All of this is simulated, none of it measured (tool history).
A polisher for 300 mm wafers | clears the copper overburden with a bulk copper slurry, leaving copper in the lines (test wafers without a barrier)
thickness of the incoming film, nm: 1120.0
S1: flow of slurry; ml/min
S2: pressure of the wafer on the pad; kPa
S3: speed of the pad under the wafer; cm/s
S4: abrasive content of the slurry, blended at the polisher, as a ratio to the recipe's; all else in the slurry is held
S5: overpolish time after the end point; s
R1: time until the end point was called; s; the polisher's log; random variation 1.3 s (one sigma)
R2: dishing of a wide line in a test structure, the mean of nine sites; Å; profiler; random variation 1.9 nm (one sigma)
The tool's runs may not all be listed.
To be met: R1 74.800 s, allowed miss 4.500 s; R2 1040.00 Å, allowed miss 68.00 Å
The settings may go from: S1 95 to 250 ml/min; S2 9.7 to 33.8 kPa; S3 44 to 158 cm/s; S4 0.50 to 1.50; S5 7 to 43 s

run 1 day=0.000 | S1=160 S2=21.4 S3=100 S4=1.00 S5=22 | R1=104.800 R2=1248.60
run 2 day=0.250 | S1=160 S2=21.4 S3=100 S4=1.00 S5=28 | R1=106.400 R2=1401.60
run 3 day=0.550 | S1=160 S2=21.4 S3=100 S4=1.00 S5=20 | R1=106.600 R2=1170.00
run 4 day=0.746 | S1=160 S2=21.4 S3=124 S4=1.00 S5=20 | R1=92.405 R2=1262.90
run 5 day=1.038 | S1=160 S2=21.4 S3=124 S4=1.00 S5=15 | R1=92.379 R2=1062.10
run 6 day=1.296 | S1=160 S2=22.1 S3=126 S4=1.00 S5=14 | R1=88.728 R2=1069.80
run 7 day=1.492 | S1=160 S2=22.8 S3=126 S4=1.00 S5=13 | R1=88.757 R2=1047.80
run 8 day=1.588 | S1=165 S2=26.9 S3=130 S4=1.00 S5=7 | R1=72.298 R2=767.62
run 9 day=1.671 | S1=165 S2=26.2 S3=132 S4=1.00 S5=8 | R1=72.145 R2=831.16
run 10 day=1.742 | S1=165 S2=25.5 S3=134 S4=1.00 S5=9 | R1=74.247 R2=884.96
run 11 day=1.888 | S1=165 S2=25.5 S3=136 S4=1.00 S5=9 | R1=73.743 R2=883.09
run 12 day=1.988 | S1=165 S2=25.5 S3=138 S4=1.00 S5=9 | R1=73.022 R2=912.14
run 13 day=2.275 | S1=165 S2=25.5 S3=140 S4=1.00 S5=9 | R1=73.102 R2=942.97
run 14 day=2.608 | S1=165 S2=25.5 S3=142 S4=1.00 S5=9 | R1=71.313 R2=920.09
run 15 day=2.842 | S1=165 S2=24.8 S3=144 S4=1.00 S5=9 | R1=71.439 R2=944.90
run 16 day=2.942 | S1=165 S2=23.4 S3=146 S4=1.00 S5=10 | R1=78.310 R2=952.08

Which of these 5 next moves meets every target?
run A day=3.042 | S1=150 S2=24.1 S3=126 S4=0.90 S5=10 | R1=? R2=?
run B day=3.042 | S1=165 S2=19.3 S3=140 S4=1.10 S5=14 | R1=? R2=?
run C day=3.042 | S1=205 S2=24.8 S3=140 S4=0.90 S5=11 | R1=? R2=?
run D day=3.042 | S1=160 S2=21.4 S3=136 S4=0.85 S5=14 | R1=? R2=?
run E day=3.042 | S1=175 S2=22.1 S3=136 S4=0.90 S5=15 | R1=? R2=?

move=A R1=83.512 R2=905.06
move=B R1=88.830 R2=1062.40
move=C R1=72.733 R2=1068.30
move=D R1=87.844 R2=1084.70
move=E R1=83.582 R2=1172.50
A: further off than the last run
B: brings the result that was furthest off to its target, and leaves another outside
C: meets every target
D: brings the result that was furthest off to its target, and leaves another outside
E: takes the result that was furthest off past its target
Move C is the one to make.

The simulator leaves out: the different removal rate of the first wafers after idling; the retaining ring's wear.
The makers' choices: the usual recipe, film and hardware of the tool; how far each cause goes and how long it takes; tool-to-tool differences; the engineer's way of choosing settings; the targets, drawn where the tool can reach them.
